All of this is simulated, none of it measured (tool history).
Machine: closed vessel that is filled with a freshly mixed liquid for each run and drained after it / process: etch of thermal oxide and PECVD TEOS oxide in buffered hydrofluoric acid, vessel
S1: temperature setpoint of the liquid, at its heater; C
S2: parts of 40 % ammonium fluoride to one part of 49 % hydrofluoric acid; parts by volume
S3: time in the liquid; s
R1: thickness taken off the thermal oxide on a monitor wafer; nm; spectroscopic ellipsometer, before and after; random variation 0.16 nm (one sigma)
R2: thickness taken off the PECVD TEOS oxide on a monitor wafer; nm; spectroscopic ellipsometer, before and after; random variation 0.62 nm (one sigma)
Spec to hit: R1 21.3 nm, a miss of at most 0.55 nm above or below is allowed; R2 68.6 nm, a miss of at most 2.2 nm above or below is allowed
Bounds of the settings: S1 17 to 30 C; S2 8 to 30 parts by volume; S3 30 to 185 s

run	hour	S1	S2	S3	R1	R2
1	0	22	22.5	95	44.461	143.5
2	8.6	21.5	23.5	95	42.949	136.29
3	9.8	21	24	90	38.511	123.59
4	13.6	20.5	24.5	90	36.919	118.84
5	16.8	20.5	24.5	65	26.656	86.215
6	18.4	20.5	24.5	45	18.607	59.873
7	20.7	21	24.5	45	18.814	61.933
8	24.5	21	24.5	45	19.14	61.497
9	29.9	21.5	24.5	45	19.667	62.789
10	37.8	22	23.5	45	20.829	66.844

Pick the move, out of 4, that brings all results within their allowed miss; only one does.
A	45.7	21	27.5	55	?	?
B	45.7	17.5	25.5	60	?	?
C	45.7	17	24.5	60	?	?
D	45.7	20	20.5	45	?	?

move	R1	R2
A	21.301	69.687
B	20.085	65.711
C	20.067	65.651
D	20.183	66.031
A: all results in spec
B: its largest miss is bigger than the last run's
C: its largest miss is bigger than the last run's
D: its largest miss is bigger than the last run's
The right move is A.
